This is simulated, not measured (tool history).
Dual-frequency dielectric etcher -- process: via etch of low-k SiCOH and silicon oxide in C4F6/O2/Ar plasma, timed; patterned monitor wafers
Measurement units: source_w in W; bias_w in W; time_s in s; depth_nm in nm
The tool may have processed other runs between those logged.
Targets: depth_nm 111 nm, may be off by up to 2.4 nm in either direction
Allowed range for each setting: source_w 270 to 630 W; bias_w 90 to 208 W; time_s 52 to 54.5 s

run,hour,source_w,bias_w,time_s,depth_nm
1,0,450,149,52,129.17
2,5.2,450,172,52,138.88
3,14.2,450,172,54.5,145.46
4,21.4,450,158,54.5,139.18
5,29.5,430,154,54.5,136.61
6,37.1,390,154,54.5,131.13
# hour 45.4: source power generator calibrated
7,45.4,370,150,54.5,129.73
8,48.3,360,145,54.5,126.75
9,55.9,350,141,54.5,122.44

Pick the move, out of 5, that brings all results within their allowed miss; only one does.
A,63.5,370,118,54.5,?
B,63.5,350,136,53.5,?
C,63.5,290,132,54,?
D,63.5,480,149,52.5,?
E,63.5,430,140,53,?

move,depth_nm
A,115.56
B,119.85
C,112.65
D,135.85
E,128.45
A: closes in on the targets versus the last run, not all within tolerance yet
B: closes in on the targets versus the last run, not all within tolerance yet
C: all results land within tolerance of their targets
D: further off than the last run
E: further off than the last run
So the answer is move C, the one that meets all the targets.
